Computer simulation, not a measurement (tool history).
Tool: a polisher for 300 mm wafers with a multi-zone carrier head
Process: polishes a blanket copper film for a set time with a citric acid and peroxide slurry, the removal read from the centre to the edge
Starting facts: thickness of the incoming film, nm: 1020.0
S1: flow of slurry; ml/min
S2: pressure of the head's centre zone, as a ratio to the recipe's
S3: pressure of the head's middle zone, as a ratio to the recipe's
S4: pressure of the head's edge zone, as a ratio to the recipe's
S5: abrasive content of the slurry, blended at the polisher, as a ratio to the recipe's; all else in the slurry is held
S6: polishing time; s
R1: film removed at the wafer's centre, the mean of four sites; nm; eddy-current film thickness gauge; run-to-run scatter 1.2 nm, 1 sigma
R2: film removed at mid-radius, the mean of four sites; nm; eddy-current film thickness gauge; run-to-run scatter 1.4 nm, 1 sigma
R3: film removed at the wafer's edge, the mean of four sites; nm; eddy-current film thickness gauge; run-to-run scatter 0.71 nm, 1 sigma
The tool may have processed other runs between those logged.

{"run": 1, "day": 0.0, "S1": 285, "S2": 1.0, "S3": 1.0, "S4": 1.0, "S5": 1.0, "S6": 89, "R1": 176.93, "R2": 183.08, "R3": 169.55}
{"run": 2, "day": 0.35, "S1": 285, "S2": 1.0, "S3": 1.0, "S4": 1.04, "S5": 1.0, "S6": 89, "R1": 178.66, "R2": 175.31, "R3": 170.49}
{"run": 3, "day": 0.488, "S1": 285, "S2": 1.0, "S3": 1.0, "S4": 1.04, "S5": 0.85, "S6": 89, "R1": 172.21, "R2": 171.86, "R3": 166.06}
{"run": 4, "day": 0.529, "S1": 285, "S2": 1.04, "S3": 1.0, "S4": 1.04, "S5": 0.85, "S6": 89, "R1": 182.18, "R2": 172.47, "R3": 167.43}
{"run": 5, "day": 0.617, "S1": 285, "S2": 1.08, "S3": 1.0, "S4": 1.04, "S5": 0.85, "S6": 89, "R1": 187.33, "R2": 170.18, "R3": 165.82}
{"run": 6, "day": 0.888, "S1": 315, "S2": 1.08, "S3": 1.0, "S4": 1.04, "S5": 0.85, "S6": 89, "R1": 187.34, "R2": 172.84, "R3": 166.31}
{"run": 7, "day": 1.075, "S1": 285, "S2": 0.98, "S3": 0.9, "S4": 0.94, "S5": 0.6, "S6": 64, "R1": 115.88, "R2": 106.11, "R3": 106.08}
{"run": 8, "day": 1.258, "S1": 285, "S2": 0.98, "S3": 0.9, "S4": 0.94, "S5": 0.6, "S6": 64, "R1": 116.42, "R2": 106.77, "R3": 106.15}
{"run": 9, "day": 1.388, "S1": 280, "S2": 0.94, "S3": 0.88, "S4": 0.94, "S5": 0.55, "S6": 64, "R1": 109.3, "R2": 102.38, "R3": 105.15}
{"run": 10, "day": 1.604, "S1": 275, "S2": 0.91, "S3": 0.87, "S4": 0.93, "S5": 0.55, "S6": 64, "R1": 103.43, "R2": 101.96, "R3": 103.3}
{"run": 11, "day": 1.721, "S1": 270, "S2": 0.9, "S3": 0.85, "S4": 0.93, "S5": 0.55, "S6": 64, "R1": 102.58, "R2": 98.87, "R3": 103.95}
{"run": 12, "day": 2.008, "S1": 265, "S2": 0.88, "S3": 0.84, "S4": 0.92, "S5": 0.55, "S6": 64, "R1": 101.04, "R2": 96.222, "R3": 103.05}
{"run": 13, "day": 2.242, "S1": 260, "S2": 0.86, "S3": 0.84, "S4": 0.91, "S5": 0.55, "S6": 64, "R1": 99.783, "R2": 98.359, "R3": 102.69}
{"run": 14, "day": 2.596, "S1": 250, "S2": 0.81, "S3": 0.81, "S4": 0.92, "S5": 0.5, "S6": 61, "R1": 85.889, "R2": 87.072, "R3": 95.889}

For run 15, what comes out?
{"run": 15, "day": 2.854, "S1": 260, "S2": 0.82, "S3": 0.82, "S4": 0.93, "S5": 0.5, "S6": 61, "R1": "?", "R2": "?", "R3": "?"}

Run 15 gave R1 86.723 nm, R2 88.833 nm, R3 96.424 nm.

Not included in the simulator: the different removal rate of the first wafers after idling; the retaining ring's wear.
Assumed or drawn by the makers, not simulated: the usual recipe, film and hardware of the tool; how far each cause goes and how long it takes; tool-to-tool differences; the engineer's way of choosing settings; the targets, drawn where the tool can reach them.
